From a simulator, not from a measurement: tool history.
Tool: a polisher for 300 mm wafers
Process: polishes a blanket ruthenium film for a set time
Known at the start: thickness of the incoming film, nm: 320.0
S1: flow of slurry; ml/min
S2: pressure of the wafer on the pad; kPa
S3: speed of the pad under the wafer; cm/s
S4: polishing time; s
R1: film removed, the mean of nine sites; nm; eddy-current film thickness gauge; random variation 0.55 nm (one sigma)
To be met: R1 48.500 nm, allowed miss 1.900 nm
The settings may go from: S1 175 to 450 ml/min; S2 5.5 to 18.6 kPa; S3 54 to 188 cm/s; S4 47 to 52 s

run  hour   S1    S2   S3  S4      R1
  1   0.0  290  11.7  120  52  58.778
  2   3.8  325  11.7  120  52  59.802
  3  12.7  325  11.0  120  52  56.349
  4  18.5  355  11.0  120  52  55.547
  5  22.1  355  10.3  120  52  53.505
  6  23.7  355  13.1  120  52  66.265
  7  31.3  355  11.7  120  52  61.544
  8  39.1  335  11.0  120  52  57.523
  9  45.1  335  10.3  120  52  53.270

Which of these 5 next moves meets every target?
  A  51.1  355  10.3  150  47   ?
  B  51.1  270  11.7  100  51   ?
  C  51.1  375  10.3  100  52   ?
  D  51.1  445   6.9  140  52   ?
  E  51.1  315   9.0  126  47   ?

move      R1
   A  59.436
   B  48.109
   C  44.533
   D  42.281
   E  43.321
A: further off than the last run
B: meets every target
C: takes the result that was furthest off past its target
D: takes the result that was furthest off past its target
E: takes the result that was furthest off past its target
Move B is the one to make.

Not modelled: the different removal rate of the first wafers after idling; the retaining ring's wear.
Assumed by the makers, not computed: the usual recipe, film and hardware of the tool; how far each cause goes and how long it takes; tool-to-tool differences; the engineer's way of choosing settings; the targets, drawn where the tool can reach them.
